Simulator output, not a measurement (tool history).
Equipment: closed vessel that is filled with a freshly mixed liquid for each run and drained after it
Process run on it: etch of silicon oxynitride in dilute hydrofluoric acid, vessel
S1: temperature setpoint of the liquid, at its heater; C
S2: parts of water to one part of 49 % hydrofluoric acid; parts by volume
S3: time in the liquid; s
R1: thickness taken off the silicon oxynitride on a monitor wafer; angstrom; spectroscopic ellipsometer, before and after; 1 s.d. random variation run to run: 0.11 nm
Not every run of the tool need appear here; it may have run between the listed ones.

| run | hour | S1 | S2 | S3 | R1 |
|---|---|---|---|---|---|
| 1 | 0.0 | 24.0 | 130 | 1420 | 148.630 |
| 2 | 3.7 | 23.0 | 130 | 1420 | 140.230 |
| 3 | 6.2 | 22.5 | 130 | 1420 | 135.960 |
| 4 | 10.7 | 22.5 | 165 | 1420 | 105.690 |
| 5 | 19.6 | 23.0 | 165 | 1420 | 106.750 |
| 6 | 22.3 | 20.0 | 165 | 1420 | 92.954 |
| 7 | 24.3 | 20.5 | 165 | 1420 | 97.531 |
| 8 | 28.0 | 21.0 | 165 | 1420 | 97.777 |

The next listed run, before its measurement:
| 9 | 33.7 | 24.5 | 160 | 1420 | ? |

{"run 9": {"R1": 120.05}}
